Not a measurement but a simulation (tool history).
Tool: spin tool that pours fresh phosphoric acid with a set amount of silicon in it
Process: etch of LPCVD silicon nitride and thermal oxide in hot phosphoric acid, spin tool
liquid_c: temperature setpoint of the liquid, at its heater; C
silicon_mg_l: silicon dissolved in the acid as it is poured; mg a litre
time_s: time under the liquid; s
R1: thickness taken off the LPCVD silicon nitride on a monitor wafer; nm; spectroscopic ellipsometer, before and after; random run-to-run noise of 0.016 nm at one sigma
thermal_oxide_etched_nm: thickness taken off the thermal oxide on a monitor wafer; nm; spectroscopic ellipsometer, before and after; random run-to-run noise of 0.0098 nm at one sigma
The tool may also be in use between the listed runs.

run 1 hour=0 | liquid_c=162 silicon_mg_l=11.5 time_s=40 | R1=4.0313 thermal_oxide_etched_nm=0.11206
run 2 hour=1.8 | liquid_c=162 silicon_mg_l=5.5 time_s=40 | R1=4.0884 thermal_oxide_etched_nm=0.13971
run 3 hour=5.7 | liquid_c=162 silicon_mg_l=10.5 time_s=40 | R1=4.0309 thermal_oxide_etched_nm=0.11958
run 4 hour=6.5 | liquid_c=161.5 silicon_mg_l=10.5 time_s=40 | R1=3.9612 thermal_oxide_etched_nm=0.076483
run 5 hour=9.9 | liquid_c=161.5 silicon_mg_l=10.5 time_s=30 | R1=2.9837 thermal_oxide_etched_nm=0.081654
run 6 hour=14.9 | liquid_c=161 silicon_mg_l=10.5 time_s=25 | R1=2.4448 thermal_oxide_etched_nm=0.074755

What does the tool deliver on the next run?
run 7 hour=16.1 | liquid_c=161 silicon_mg_l=10.5 time_s=25 | R1=? thermal_oxide_etched_nm=?

{"run 7": {"R1": 2.4491, "thermal_oxide_etched_nm": 0.074139}}
